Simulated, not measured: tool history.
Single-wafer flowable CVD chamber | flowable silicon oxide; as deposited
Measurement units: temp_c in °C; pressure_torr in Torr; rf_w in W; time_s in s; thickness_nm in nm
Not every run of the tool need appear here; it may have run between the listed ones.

Run 1, day 0.000: temp_c 105 °C, pressure_torr 1.10 Torr, rf_w 1780 W, time_s 546 s. Result: thickness_nm 384.99 nm.
Run 2, day 0.342: temp_c 105 °C, pressure_torr 1.10 Torr, rf_w 1780 W, time_s 562 s. Result: thickness_nm 398.52 nm.
Run 3, day 0.633: temp_c 105 °C, pressure_torr 1.10 Torr, rf_w 1780 W, time_s 546 s. Result: thickness_nm 383.08 nm.
Run 4, day 0.754: temp_c 105 °C, pressure_torr 1.10 Torr, rf_w 1655 W, time_s 546 s. Result: thickness_nm 380.21 nm.
Run 5, day 0.792: temp_c 105 °C, pressure_torr 1.10 Torr, rf_w 1655 W, time_s 562 s. Result: thickness_nm 394.26 nm.
Run 6, day 1.138: temp_c 105 °C, pressure_torr 0.98 Torr, rf_w 1655 W, time_s 562 s. Result: thickness_nm 354.33 nm.

For run 7, what comes out?
Run 7, day 1.467: temp_c 110 °C, pressure_torr 0.98 Torr, rf_w 1655 W, time_s 562 s. Result: thickness_nm ?.

{"run 7": {"thickness_nm": 302.35}}
